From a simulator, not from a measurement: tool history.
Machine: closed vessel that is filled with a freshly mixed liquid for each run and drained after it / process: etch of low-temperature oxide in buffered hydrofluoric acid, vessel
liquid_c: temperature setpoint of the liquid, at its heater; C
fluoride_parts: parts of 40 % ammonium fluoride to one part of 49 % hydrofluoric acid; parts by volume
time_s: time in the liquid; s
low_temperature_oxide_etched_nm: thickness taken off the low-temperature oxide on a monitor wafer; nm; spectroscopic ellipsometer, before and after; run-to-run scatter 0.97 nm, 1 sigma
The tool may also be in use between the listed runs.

run    day  liquid_c  fluoride_parts  time_s  low_temperature_oxide_etched_nm
  1      0        23              10      85                           159.58
  2  0.375      23.5              10      85                           166.73
  3  0.608      23.5              10      90                           175.16
  4  0.758        24              10      90                           180.62
  5  0.883        24              10      85                           171.76
  6  1.158        27              10      85                            197.6
  7  1.204      26.5              10      85                           194.75

Run 8 has not been measured yet. What should we expect?
  8  1.258      26.5              10      85                                ?

Run 8 produced low_temperature_oxide_etched_nm 193.37 nm.
